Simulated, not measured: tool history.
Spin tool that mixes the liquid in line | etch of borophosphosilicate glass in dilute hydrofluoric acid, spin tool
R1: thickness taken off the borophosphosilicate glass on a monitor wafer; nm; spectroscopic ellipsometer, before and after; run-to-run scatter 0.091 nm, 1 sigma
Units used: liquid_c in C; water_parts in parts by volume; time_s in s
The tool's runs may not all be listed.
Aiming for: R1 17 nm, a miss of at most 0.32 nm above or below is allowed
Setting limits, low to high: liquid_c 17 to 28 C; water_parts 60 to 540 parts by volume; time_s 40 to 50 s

Run 1, hour 0: liquid_c 20 C, water_parts 300 parts by volume, time_s 50 s. Result: R1 8.5669 nm.
Run 2, hour 7.3: liquid_c 22 C, water_parts 275 parts by volume, time_s 50 s. Result: R1 10.276 nm.
Run 3, hour 8.1: liquid_c 22 C, water_parts 180 parts by volume, time_s 50 s. Result: R1 17.473 nm.
Run 4, hour 16.4: liquid_c 24.5 C, water_parts 180 parts by volume, time_s 50 s. Result: R1 19.17 nm.
Run 5, hour 17.6: liquid_c 24 C, water_parts 180 parts by volume, time_s 50 s. Result: R1 18.548 nm.
Run 6, hour 21.3: liquid_c 23.5 C, water_parts 180 parts by volume, time_s 50 s. Result: R1 18.382 nm.
Run 7, hour 30.3: liquid_c 23 C, water_parts 180 parts by volume, time_s 50 s. Result: R1 17.923 nm.
Run 8, hour 32.8: liquid_c 22.5 C, water_parts 180 parts by volume, time_s 50 s. Result: R1 17.656 nm.
Run 9, hour 33.6: liquid_c 22 C, water_parts 180 parts by volume, time_s 50 s. Result: R1 17.451 nm.

5 candidate next runs follow, results not yet known. Just one meets every target within its allowed miss. Identify it.
Run A, hour 34.4: liquid_c 21 C, water_parts 170 parts by volume, time_s 50 s. Result: R1 ?.
Run B, hour 34.4: liquid_c 21.5 C, water_parts 170 parts by volume, time_s 50 s. Result: R1 ?.
Run C, hour 34.4: liquid_c 20.5 C, water_parts 165 parts by volume, time_s 50 s. Result: R1 ?.
Run D, hour 34.4: liquid_c 23 C, water_parts 190 parts by volume, time_s 50 s. Result: R1 ?.
Run E, hour 34.4: liquid_c 22.5 C, water_parts 180 parts by volume, time_s 50 s. Result: R1 ?.

move      R1
   A  17.785
   B  18.133
   C  18.063
   D  16.821
   E  17.609
A: its largest miss is bigger than the last run's
B: its largest miss is bigger than the last run's
C: its largest miss is bigger than the last run's
D: hits every target within its allowed miss
E: its largest miss is bigger than the last run's
Answer: D
